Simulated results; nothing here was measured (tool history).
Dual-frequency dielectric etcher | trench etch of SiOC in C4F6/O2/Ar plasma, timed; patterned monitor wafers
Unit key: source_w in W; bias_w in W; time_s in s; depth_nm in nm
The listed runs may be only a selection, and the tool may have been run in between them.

run  hour  source_w  bias_w  time_s  depth_nm
  1   0.0       340     182      17    31.370
  2   3.2       320     182      17    30.231
  3   5.7       340     184      17    31.147
  4  13.6       360     186      17    31.999
  5  18.1       380     186      17    32.787
  6  21.0       390     188      17    33.248

What will run 7 give?
  7  24.8       400     189      17         ?

depth_nm: 33.487 nm
